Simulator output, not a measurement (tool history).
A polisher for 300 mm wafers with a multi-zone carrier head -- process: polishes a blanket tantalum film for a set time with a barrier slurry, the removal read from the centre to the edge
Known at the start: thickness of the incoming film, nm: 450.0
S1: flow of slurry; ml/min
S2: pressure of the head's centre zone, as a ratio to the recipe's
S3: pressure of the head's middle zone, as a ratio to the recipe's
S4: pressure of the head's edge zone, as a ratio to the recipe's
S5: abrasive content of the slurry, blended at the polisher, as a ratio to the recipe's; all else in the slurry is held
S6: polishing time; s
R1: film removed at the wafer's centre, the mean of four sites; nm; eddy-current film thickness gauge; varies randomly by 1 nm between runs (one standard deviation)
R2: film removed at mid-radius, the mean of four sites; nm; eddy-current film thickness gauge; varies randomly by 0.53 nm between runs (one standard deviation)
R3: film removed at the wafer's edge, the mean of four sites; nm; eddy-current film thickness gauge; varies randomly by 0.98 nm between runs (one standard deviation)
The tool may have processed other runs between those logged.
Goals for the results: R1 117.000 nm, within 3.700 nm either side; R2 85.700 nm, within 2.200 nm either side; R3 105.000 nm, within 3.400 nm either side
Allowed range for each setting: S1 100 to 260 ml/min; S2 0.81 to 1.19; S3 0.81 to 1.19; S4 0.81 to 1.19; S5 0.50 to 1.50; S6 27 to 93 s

run  hour   S1    S2    S3    S4    S5  S6       R1      R2       R3
  1   0.0  165  1.00  1.00  1.00  1.00  59   93.970  91.430   92.647
  2   7.5  170  1.02  0.98  1.02  1.00  59   95.795  90.014   93.222
  3   9.6  175  1.04  0.96  1.04  1.00  59   98.138  89.828   94.847
  4  11.0  175  1.04  0.96  1.13  1.00  59   98.214  89.255   98.090
  5  12.2  180  1.06  0.94  1.14  1.00  59  101.320  87.798   99.839
  6  17.2  185  1.08  0.93  1.14  1.00  59  103.830  87.473   99.724
  7  20.5  190  1.09  0.92  1.15  1.00  59  104.750  86.761  101.310
  8  28.0  195  1.10  0.91  1.15  1.00  59  104.930  86.958  100.360
  9  31.4  195  1.11  0.90  1.16  1.00  59  107.360  86.147  101.430
 10  36.4  200  1.12  0.89  1.16  1.00  59  107.830  85.299  101.610
 11  39.6  205  1.13  0.89  1.16  1.00  59  109.670  85.617  103.380
 12  41.8  205  1.14  0.89  1.16  1.00  59  110.720  85.626  103.140
 13  48.8  205  1.15  0.89  1.16  1.00  59  112.300  85.060  102.890

Which one of the following 5 next-run settings gets every result inside its allowed miss? There is exactly one.
  A  55.8  190  1.10  0.85  1.14  1.10  60   ?   ?   ?
  B  55.8  205  1.17  0.87  1.17  0.95  62   ?   ?   ?
  C  55.8  200  1.12  0.96  1.11  0.80  64   ?   ?   ?
  D  55.8  230  1.02  0.83  1.19  0.85  70   ?   ?   ?
  E  55.8  230  1.10  0.88  1.19  0.90  61   ?   ?   ?

move       R1      R2       R3
   A  110.950  86.176  105.700
   B  116.870  86.709  105.590
   C  106.360  89.147   97.686
   D  111.160  91.234  115.810
   E  107.320  85.370  103.520
A: misses by more than the last run did
B: all results land within tolerance of their targets
C: misses by more than the last run did
D: misses by more than the last run did
E: misses by more than the last run did
B meets every target.
